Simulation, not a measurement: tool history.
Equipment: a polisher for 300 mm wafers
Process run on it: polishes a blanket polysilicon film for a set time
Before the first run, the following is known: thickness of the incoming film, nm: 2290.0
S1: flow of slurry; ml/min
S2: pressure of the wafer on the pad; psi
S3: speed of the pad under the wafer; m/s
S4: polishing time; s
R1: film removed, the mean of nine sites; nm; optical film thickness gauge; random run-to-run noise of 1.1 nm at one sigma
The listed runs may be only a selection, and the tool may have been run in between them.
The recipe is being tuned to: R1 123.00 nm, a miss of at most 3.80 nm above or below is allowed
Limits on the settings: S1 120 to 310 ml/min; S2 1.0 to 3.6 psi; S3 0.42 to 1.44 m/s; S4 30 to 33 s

run,hour,S1,S2,S3,S4,R1
1,0.0,200,2.3,0.92,33,169.54
2,6.1,200,2.2,0.92,33,161.46
3,11.3,200,2.2,1.06,33,189.29
4,13.7,200,2.2,0.90,33,160.39
5,19.3,200,2.1,0.90,33,152.01
6,24.2,200,2.6,0.90,33,187.54
7,31.3,200,2.5,0.90,33,179.41
8,35.2,200,2.4,0.90,33,175.97
9,38.5,200,2.3,0.90,33,169.43

Consider the 4 candidate settings below. Which is the only one whose results all fall within their allowed miss of target?
A,41.8,245,1.8,0.90,30,?
B,41.8,215,1.9,0.80,30,?
C,41.8,170,2.2,0.60,33,?
D,41.8,245,2.3,0.60,30,?

move,R1
A,123.32
B,114.03
C,105.73
D,105.77
A: every result within its allowed miss
B: moves the result that the last run missed by most past its target, out the other side
C: moves the result that the last run missed by most past its target, out the other side
D: moves the result that the last run missed by most past its target, out the other side
Move A is the one to make.

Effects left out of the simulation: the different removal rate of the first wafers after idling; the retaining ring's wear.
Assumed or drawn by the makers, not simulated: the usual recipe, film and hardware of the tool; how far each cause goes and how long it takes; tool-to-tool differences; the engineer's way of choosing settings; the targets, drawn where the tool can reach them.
